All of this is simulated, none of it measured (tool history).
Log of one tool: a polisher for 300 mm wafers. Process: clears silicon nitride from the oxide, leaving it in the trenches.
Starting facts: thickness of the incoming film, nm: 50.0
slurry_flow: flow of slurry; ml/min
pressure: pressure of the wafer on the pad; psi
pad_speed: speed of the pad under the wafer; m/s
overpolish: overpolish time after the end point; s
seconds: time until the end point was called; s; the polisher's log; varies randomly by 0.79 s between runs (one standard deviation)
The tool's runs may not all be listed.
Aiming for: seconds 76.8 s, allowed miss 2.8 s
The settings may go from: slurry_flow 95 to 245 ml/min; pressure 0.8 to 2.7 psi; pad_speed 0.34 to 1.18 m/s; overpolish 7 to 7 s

run,hour,slurry_flow,pressure,pad_speed,overpolish,seconds
1,0,155,1.7,0.76,7,90.693
2,5.9,155,1.7,0.68,7,103.45
3,14.4,175,1.7,0.68,7,100.41
4,16,175,1.5,0.68,7,110.22
5,21.7,140,1.5,0.68,7,112.58
6,26.7,140,1.7,0.68,7,105.21
7,30.2,150,1.9,0.68,7,96.271
8,31.1,155,2,0.68,7,92.642
9,38.6,160,2.1,0.68,7,90.049

Exercise: of the 5 proposed moves below, exactly one satisfies all targets within the stated allowed misses. Which move is it?
A,46.1,95,2.2,0.56,7,?
B,46.1,185,2.1,0.68,7,?
C,46.1,120,2.3,0.78,7,?
D,46.1,165,1.6,0.6,7,?
E,46.1,155,2.2,0.72,7,?

move,seconds
A,117.96
B,86.935
C,77.749
D,119.27
E,82.061
A: moves away from the targets compared with the last run
B: better than the last run, though not everything is in spec
C: hits every target within its allowed miss
D: moves away from the targets compared with the last run
E: better than the last run, though not everything is in spec
The right move is C.

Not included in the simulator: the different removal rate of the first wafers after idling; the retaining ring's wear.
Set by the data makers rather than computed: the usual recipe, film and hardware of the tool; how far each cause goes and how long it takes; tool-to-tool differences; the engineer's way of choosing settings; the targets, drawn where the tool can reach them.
